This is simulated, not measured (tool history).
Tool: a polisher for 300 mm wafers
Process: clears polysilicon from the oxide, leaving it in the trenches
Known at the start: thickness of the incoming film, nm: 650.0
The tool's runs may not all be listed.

run,hour,flow of slurry (ml/min),pressure of the wafer on the pad (kPa),speed of the pad under the wafer (cm/s),overpolish time after the end point (s),time until the end point was called (s),dishing of a wide line in a test structure (nm)
1,0,290,15.2,96,9,54.431,53.748
2,2,290,13.8,96,10,61.274,54.973
3,7.7,290,13.1,96,11,62.29,57.679
4,15.4,290,9.7,96,11,84.302,49.052
5,18.9,290,9.7,96,12,82.587,49.808
6,20.8,290,13.1,96,12,62.863,56.169
7,28.2,290,12.4,96,13,66.923,57.524
8,29.8,290,11.7,96,14,70.479,59.359

Forecast run 9:
9,33.6,290,11,96,14,?,?

{"run 9": {"time until the end point was called (s)": 73.874, "dishing of a wide line in a test structure (nm)": 58.518}}
